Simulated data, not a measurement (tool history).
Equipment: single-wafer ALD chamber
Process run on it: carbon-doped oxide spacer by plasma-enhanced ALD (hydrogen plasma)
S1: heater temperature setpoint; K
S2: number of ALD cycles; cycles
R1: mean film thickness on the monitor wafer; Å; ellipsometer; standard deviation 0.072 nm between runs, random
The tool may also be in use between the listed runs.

Run 1, day 0.000: S1 668.15 K, S2 376 cycles. Result: R1 208.01 Å.
Run 2, day 0.188: S1 668.15 K, S2 394 cycles. Result: R1 217.60 Å.
Run 3, day 0.421: S1 668.15 K, S2 406 cycles. Result: R1 224.08 Å.
Run 4, day 0.646: S1 668.15 K, S2 366 cycles. Result: R1 200.95 Å.
Run 5, day 0.871: S1 668.15 K, S2 320 cycles. Result: R1 176.92 Å.
At day 0.933: thermocouple changed; heater temperature recalibrated.
Run 6, day 0.933: S1 668.15 K, S2 288 cycles. Result: R1 159.32 Å.
Run 7, day 1.325: S1 668.15 K, S2 335 cycles. Result: R1 185.72 Å.

Predict the results of run 8:
Run 8, day 1.558: S1 668.15 K, S2 366 cycles. Result: R1 ?.

R1: 201.88 Å
